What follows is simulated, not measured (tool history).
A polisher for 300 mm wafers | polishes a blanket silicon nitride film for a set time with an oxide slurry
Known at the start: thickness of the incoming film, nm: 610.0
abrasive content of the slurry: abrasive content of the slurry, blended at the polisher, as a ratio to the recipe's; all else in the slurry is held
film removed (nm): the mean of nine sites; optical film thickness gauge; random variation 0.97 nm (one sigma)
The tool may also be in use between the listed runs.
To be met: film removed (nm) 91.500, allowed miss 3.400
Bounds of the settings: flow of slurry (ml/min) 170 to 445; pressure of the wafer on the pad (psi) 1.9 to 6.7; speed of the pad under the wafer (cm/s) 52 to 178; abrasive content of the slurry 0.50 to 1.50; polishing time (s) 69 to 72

run  hour  flow of slurry (ml/min)  pressure of the wafer on the pad (psi)  speed of the pad under the wafer (cm/s)  abrasive content of the slurry  polishing time (s)  film removed (nm)
  1   0.0                      285                                     4.3                                      114                            1.00                  69             62.554
  2   1.7                      285                                     4.5                                      114                            1.00                  69             64.140
  3   6.6                      285                                     4.5                                       94                            1.00                  69             55.199
  4  10.0                      285                                     4.7                                       94                            1.00                  69             57.679
  5  18.4                      285                                     5.3                                       94                            1.00                  69             63.091
  6  20.6                      285                                     5.3                                       94                            1.00                  69             62.296
  7  28.9                      285                                     5.4                                       96                            1.00                  69             64.648
  8  30.8                      285                                     5.5                                       98                            1.00                  69             66.449
  9  39.3                      285                                     5.6                                      100                            1.00                  69             68.007
 10  47.7                      285                                     5.7                                      102                            1.00                  69             70.913
 11  52.9                      285                                     6.7                                      106                            1.00                  69             83.123
 12  60.8                      285                                     6.7                                      108                            1.00                  69             82.664
 13  68.8                      285                                     6.7                                      110                            1.00                  69             83.818

Which of these 5 next moves meets every target?
  A  76.8                      245                                     6.7                                      114                            1.00                  72                  ?
  B  76.8                      345                                     6.5                                      102                            0.85                  72                  ?
  C  76.8                      240                                     6.7                                       98                            0.75                  72                  ?
  D  76.8                      205                                     6.7                                      108                            0.95                  70                  ?
  E  76.8                      300                                     6.0                                      102                            1.05                  69                  ?

move  film removed (nm)
   A             89.626
   B             75.583
   C             68.651
   D             80.504
   E             74.649
A: meets every target
B: further off than the last run
C: further off than the last run
D: further off than the last run
E: further off than the last run
Answer: A
